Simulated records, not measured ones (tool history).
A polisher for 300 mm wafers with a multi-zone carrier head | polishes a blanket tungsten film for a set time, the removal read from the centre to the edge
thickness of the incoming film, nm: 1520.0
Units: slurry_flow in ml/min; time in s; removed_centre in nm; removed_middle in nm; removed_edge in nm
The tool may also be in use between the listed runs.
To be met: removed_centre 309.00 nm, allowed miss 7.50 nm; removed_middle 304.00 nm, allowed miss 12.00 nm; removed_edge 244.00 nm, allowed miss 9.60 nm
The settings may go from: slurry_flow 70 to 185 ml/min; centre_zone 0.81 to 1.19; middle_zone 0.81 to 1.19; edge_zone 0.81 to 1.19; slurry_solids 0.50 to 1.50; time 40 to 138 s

{"run": 1, "hour": 0.0, "slurry_flow": 120, "centre_zone": 1.0, "middle_zone": 1.0, "edge_zone": 1.0, "slurry_solids": 1.0, "time": 88, "removed_centre": 271.17, "removed_middle": 276.13, "removed_edge": 255.91}
{"run": 2, "hour": 8.7, "slurry_flow": 125, "centre_zone": 1.01, "middle_zone": 1.0, "edge_zone": 0.99, "slurry_solids": 1.0, "time": 88, "removed_centre": 274.43, "removed_middle": 281.04, "removed_edge": 257.7}
{"run": 3, "hour": 13.6, "slurry_flow": 125, "centre_zone": 1.1, "middle_zone": 1.0, "edge_zone": 0.99, "slurry_solids": 1.0, "time": 88, "removed_centre": 297.88, "removed_middle": 276.76, "removed_edge": 260.46}
{"run": 4, "hour": 19.8, "slurry_flow": 125, "centre_zone": 1.1, "middle_zone": 0.92, "edge_zone": 0.99, "slurry_solids": 1.0, "time": 88, "removed_centre": 300.69, "removed_middle": 259.89, "removed_edge": 261.29}
{"run": 5, "hour": 26.1, "slurry_flow": 125, "centre_zone": 1.1, "middle_zone": 0.84, "edge_zone": 0.99, "slurry_solids": 1.0, "time": 88, "removed_centre": 296.48, "removed_middle": 244.36, "removed_edge": 255.47}
{"run": 6, "hour": 27.0, "slurry_flow": 125, "centre_zone": 1.1, "middle_zone": 0.81, "edge_zone": 0.99, "slurry_solids": 1.0, "time": 88, "removed_centre": 299.14, "removed_middle": 233.76, "removed_edge": 258.43}
{"run": 7, "hour": 31.8, "slurry_flow": 130, "centre_zone": 1.1, "middle_zone": 0.83, "edge_zone": 0.97, "slurry_solids": 1.0, "time": 88, "removed_centre": 301.11, "removed_middle": 244.42, "removed_edge": 256.53}
{"hour": 36.1, "done": "edge zone pressure recalibrated"}
{"run": 8, "hour": 36.1, "slurry_flow": 135, "centre_zone": 1.1, "middle_zone": 0.85, "edge_zone": 0.95, "slurry_solids": 1.0, "time": 88, "removed_centre": 302.05, "removed_middle": 245.67, "removed_edge": 267.24}
{"run": 9, "hour": 41.1, "slurry_flow": 135, "centre_zone": 1.11, "middle_zone": 0.88, "edge_zone": 0.97, "slurry_solids": 1.0, "time": 88, "removed_centre": 307.95, "removed_middle": 255.98, "removed_edge": 274.51}
{"run": 10, "hour": 43.6, "slurry_flow": 165, "centre_zone": 1.13, "middle_zone": 0.98, "edge_zone": 0.87, "slurry_solids": 0.75, "time": 86, "removed_centre": 301.16, "removed_middle": 270.84, "removed_edge": 243.47}
{"run": 11, "hour": 49.2, "slurry_flow": 165, "centre_zone": 1.13, "middle_zone": 0.99, "edge_zone": 0.87, "slurry_solids": 0.75, "time": 86, "removed_centre": 302.07, "removed_middle": 268.23, "removed_edge": 244.38}
{"run": 12, "hour": 56.6, "slurry_flow": 185, "centre_zone": 1.1, "middle_zone": 1.09, "edge_zone": 0.81, "slurry_solids": 0.75, "time": 86, "removed_centre": 297.57, "removed_middle": 298.33, "removed_edge": 241.24}

5 next moves are on the table. One of them brings every result within its allowed miss. Which?
{"run": "A", "hour": 64.0, "slurry_flow": 185, "centre_zone": 1.03, "middle_zone": 1.11, "edge_zone": 0.81, "slurry_solids": 0.7, "time": 88, "removed_centre": "?", "removed_middle": "?", "removed_edge": "?"}
{"run": "B", "hour": 64.0, "slurry_flow": 185, "centre_zone": 1.12, "middle_zone": 1.1, "edge_zone": 0.81, "slurry_solids": 1.2, "time": 82, "removed_centre": "?", "removed_middle": "?", "removed_edge": "?"}
{"run": "C", "hour": 64.0, "slurry_flow": 165, "centre_zone": 1.04, "middle_zone": 1.17, "edge_zone": 0.87, "slurry_solids": 0.85, "time": 85, "removed_centre": "?", "removed_middle": "?", "removed_edge": "?"}
{"run": "D", "hour": 64.0, "slurry_flow": 185, "centre_zone": 1.04, "middle_zone": 1.1, "edge_zone": 0.81, "slurry_solids": 0.75, "time": 86, "removed_centre": "?", "removed_middle": "?", "removed_edge": "?"}
{"run": "E", "hour": 64.0, "slurry_flow": 185, "centre_zone": 1.06, "middle_zone": 1.1, "edge_zone": 0.86, "slurry_solids": 0.65, "time": 88, "removed_centre": "?", "removed_middle": "?", "removed_edge": "?"}

move=A removed_centre=280.99 removed_middle=296.39 removed_edge=238.06
move=B removed_centre=309.90 removed_middle=297.99 removed_edge=241.36
move=C removed_centre=277.42 removed_middle=303.65 removed_edge=241.42
move=D removed_centre=279.99 removed_middle=290.22 removed_edge=234.96
move=E removed_centre=286.29 removed_middle=291.06 removed_edge=242.01
A: further off than the last run
B: meets every target
C: further off than the last run
D: further off than the last run
E: further off than the last run
Answer: B
